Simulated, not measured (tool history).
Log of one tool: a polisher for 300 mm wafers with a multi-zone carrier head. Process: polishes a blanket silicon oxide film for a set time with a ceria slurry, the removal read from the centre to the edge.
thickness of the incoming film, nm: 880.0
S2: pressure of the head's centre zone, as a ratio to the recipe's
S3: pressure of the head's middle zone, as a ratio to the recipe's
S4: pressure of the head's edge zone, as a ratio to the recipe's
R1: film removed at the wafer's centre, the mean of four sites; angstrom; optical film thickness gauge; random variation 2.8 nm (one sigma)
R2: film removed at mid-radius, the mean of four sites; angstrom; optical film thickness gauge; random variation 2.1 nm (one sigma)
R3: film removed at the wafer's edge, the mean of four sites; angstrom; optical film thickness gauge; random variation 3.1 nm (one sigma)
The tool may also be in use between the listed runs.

{"run": 1, "hour": 0.0, "flow of slurry (ml/min)": 270, "S2": 1, "S3": 1, "S4": 1, "polishing time (s)": 37, "R1": 2741.4, "R2": 2735.6, "R3": 2760.4}
{"run": 2, "hour": 5.4, "flow of slurry (ml/min)": 265, "S2": 0.98, "S3": 0.99, "S4": 0.98, "polishing time (s)": 37, "R1": 2692.5, "R2": 2739.8, "R3": 2777.1}
{"run": 3, "hour": 10.4, "flow of slurry (ml/min)": 265, "S2": 0.97, "S3": 0.99, "S4": 0.98, "polishing time (s)": 36, "R1": 2581.4, "R2": 2646.1, "R3": 2627.5}
{"run": 4, "hour": 17.4, "flow of slurry (ml/min)": 265, "S2": 0.97, "S3": 0.92, "S4": 0.98, "polishing time (s)": 36, "R1": 2619.3, "R2": 2487, "R3": 2674}
{"run": 5, "hour": 24.9, "flow of slurry (ml/min)": 265, "S2": 0.96, "S3": 0.92, "S4": 0.97, "polishing time (s)": 36, "R1": 2548.2, "R2": 2500, "R3": 2588.3}
{"run": 6, "hour": 32.8, "flow of slurry (ml/min)": 305, "S2": 0.96, "S3": 0.92, "S4": 0.97, "polishing time (s)": 36, "R1": 2551.6, "R2": 2524.7, "R3": 2696.5}
{"run": 7, "hour": 38.6, "flow of slurry (ml/min)": 305, "S2": 0.96, "S3": 0.92, "S4": 0.97, "polishing time (s)": 36, "R1": 2558.6, "R2": 2548.3, "R3": 2683.4}

Forecast run 8:
{"run": 8, "hour": 43.8, "flow of slurry (ml/min)": 300, "S2": 0.95, "S3": 0.91, "S4": 0.96, "polishing time (s)": 36, "R1": "?", "R2": "?", "R3": "?"}

{"run 8": {"R1": 2608.5, "R2": 2486, "R3": 2644.9}}
